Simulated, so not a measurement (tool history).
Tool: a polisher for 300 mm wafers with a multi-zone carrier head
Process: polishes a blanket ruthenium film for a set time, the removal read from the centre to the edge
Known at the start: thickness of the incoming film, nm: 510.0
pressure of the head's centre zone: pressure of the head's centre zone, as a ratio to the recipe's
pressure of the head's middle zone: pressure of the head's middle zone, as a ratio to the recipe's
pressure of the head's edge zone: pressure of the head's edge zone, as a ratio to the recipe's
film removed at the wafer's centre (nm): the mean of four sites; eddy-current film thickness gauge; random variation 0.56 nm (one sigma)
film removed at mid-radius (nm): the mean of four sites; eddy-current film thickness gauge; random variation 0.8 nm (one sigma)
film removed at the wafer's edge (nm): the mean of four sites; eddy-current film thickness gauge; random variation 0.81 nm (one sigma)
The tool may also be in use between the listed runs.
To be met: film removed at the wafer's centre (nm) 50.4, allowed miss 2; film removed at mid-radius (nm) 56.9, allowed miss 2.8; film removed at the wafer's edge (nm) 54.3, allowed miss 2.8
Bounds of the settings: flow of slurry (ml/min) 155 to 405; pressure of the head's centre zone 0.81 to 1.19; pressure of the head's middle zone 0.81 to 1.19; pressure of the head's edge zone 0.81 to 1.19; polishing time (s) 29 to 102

run    day  flow of slurry (ml/min)  pressure of the head's centre zone  pressure of the head's middle zone  pressure of the head's edge zone  polishing time (s)  film removed at the wafer's centre (nm)  film removed at mid-radius (nm)  film removed at the wafer's edge (nm)
  1      0                      260                                   1                                   1                                 1                  65                                   42.123                           40.261                                 38.819
  2  0.117                      320                                   1                                   1                                 1                  65                                   44.271                           40.399                                 39.663
  3  0.404                      320                                   1                                   1                                 1                  78                                   51.996                           49.274                                 48.049
  4  0.633                      320                                   1                                   1                                 1                  89                                   59.302                           55.307                                 53.802
  5  0.992                      290                                   1                                   1                                 1                  89                                   60.195                            55.76                                  54.69
     1.229  -- centre zone pressure recalibrated
  6  1.229                      290                                0.98                                1.01                                 1                  89                                   52.512                           54.787                                 53.302
  7  1.492                      285                                0.98                                1.01                                 1                  89                                   53.246                           57.584                                 54.063
  8  1.679                      280                                0.98                                1.01                                 1                  89                                   53.686                           55.405                                 53.392
  9  1.867                      275                                0.98                                1.01                                 1                  89                                   53.345                           56.335                                 53.902
 10  1.892                      270                                0.98                                1.01                                 1                  89                                   52.604                           56.172                                 53.721

5 next moves are on the table. One of them brings every result within its allowed miss. Which?
  A  1.917                      270                                1.06                                1.04                              0.88                  87                                        ?                                ?                                      ?
  B  1.917                      270                                1.02                                1.02                              0.93                  92                                        ?                                ?                                      ?
  C  1.917                      285                                1.07                                1.17                              0.89                  85                                        ?                                ?                                      ?
  D  1.917                      285                                0.95                                1.06                              1.06                  88                                        ?                                ?                                      ?
  E  1.917                      280                                0.98                                0.99                              0.96                  92                                        ?                                ?                                      ?

move  film removed at the wafer's centre (nm)  film removed at mid-radius (nm)  film removed at the wafer's edge (nm)
   A                                   54.414                           55.199                                 49.628
   B                                   55.609                           57.686                                 53.841
   C                                   53.856                           58.292                                  48.81
   D                                   50.175                           56.713                                 54.976
   E                                   53.818                           56.793                                 54.766
A: further off than the last run
B: further off than the last run
C: further off than the last run
D: meets every target
E: further off than the last run
The right move is D.

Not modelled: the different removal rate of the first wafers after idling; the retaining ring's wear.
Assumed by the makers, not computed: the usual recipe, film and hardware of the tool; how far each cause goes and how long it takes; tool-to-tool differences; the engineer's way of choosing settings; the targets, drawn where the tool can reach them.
